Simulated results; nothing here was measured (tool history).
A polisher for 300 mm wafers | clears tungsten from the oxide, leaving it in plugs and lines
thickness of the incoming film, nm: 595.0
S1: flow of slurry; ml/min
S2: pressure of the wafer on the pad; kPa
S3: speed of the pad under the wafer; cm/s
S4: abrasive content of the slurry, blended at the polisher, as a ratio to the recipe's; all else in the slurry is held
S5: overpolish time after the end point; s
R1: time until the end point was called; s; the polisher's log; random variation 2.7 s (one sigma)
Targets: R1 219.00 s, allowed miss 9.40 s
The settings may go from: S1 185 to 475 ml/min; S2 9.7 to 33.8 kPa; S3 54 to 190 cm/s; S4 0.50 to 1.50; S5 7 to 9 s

| run | day | S1 | S2 | S3 | S4 | S5 | R1 |
|---|---|---|---|---|---|---|---|
| 1 | 0.000 | 305 | 21.4 | 122 | 1.00 | 9 | 118.99 |
| 2 | 0.125 | 305 | 21.4 | 98 | 1.00 | 9 | 150.97 |
| 3 | 0.200 | 305 | 21.4 | 98 | 0.85 | 9 | 155.08 |
| 4 | 0.238 | 305 | 25.5 | 98 | 0.85 | 9 | 130.89 |
| 5 | 0.567 | 305 | 23.4 | 98 | 0.85 | 9 | 140.90 |
| 6 | 0.621 | 305 | 27.6 | 98 | 0.85 | 9 | 122.26 |
| 7 | 0.792 | 305 | 27.6 | 98 | 0.85 | 9 | 120.72 |
| 8 | 0.842 | 305 | 25.5 | 98 | 0.85 | 9 | 132.10 |
| 9 | 1.100 | 305 | 23.4 | 98 | 0.85 | 9 | 140.33 |
| 10 | 1.404 | 305 | 22.1 | 98 | 0.85 | 9 | 151.11 |
| 11 | 1.646 | 305 | 20.7 | 98 | 0.85 | 9 | 159.36 |
| 12 | 1.979 | 305 | 14.5 | 94 | 0.85 | 9 | 233.85 |
| 13 | 2.271 | 305 | 14.5 | 94 | 0.85 | 9 | 236.66 |

4 next moves are on the table. One of them brings every result within its allowed miss. Which?
| A | 2.562 | 250 | 13.1 | 92 | 0.70 | 8 | ? |
| B | 2.562 | 355 | 12.4 | 94 | 0.90 | 9 | ? |
| C | 2.562 | 345 | 11.0 | 132 | 0.75 | 7 | ? |
| D | 2.562 | 340 | 11.7 | 98 | 0.90 | 9 | ? |

| move | R1 |
|---|---|
| A | 276.75 |
| B | 263.15 |
| C | 221.11 |
| D | 267.64 |
A: further off than the last run
B: further off than the last run
C: meets every target
D: further off than the last run
Move C is the one to make.
